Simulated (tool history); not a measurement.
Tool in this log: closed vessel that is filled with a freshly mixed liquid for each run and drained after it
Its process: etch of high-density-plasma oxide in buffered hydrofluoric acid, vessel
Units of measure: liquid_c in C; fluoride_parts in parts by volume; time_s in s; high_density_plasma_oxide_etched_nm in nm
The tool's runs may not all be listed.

run  hour  liquid_c  fluoride_parts  time_s  high_density_plasma_oxide_etched_nm
  1     0        22            15.5      95                               127.11
  2   6.8        23            14.5      95                               141.79
  3   8.3        23              16      95                               129.14
  4    16        24              15      95                               145.62
  5  18.4        27              15      95                               173.52
  6  27.4        27              15     105                               189.71

For run 7, what comes out?
  7  28.8        27              15     105                                    ?

{"run 7": {"high_density_plasma_oxide_etched_nm": 189.66}}
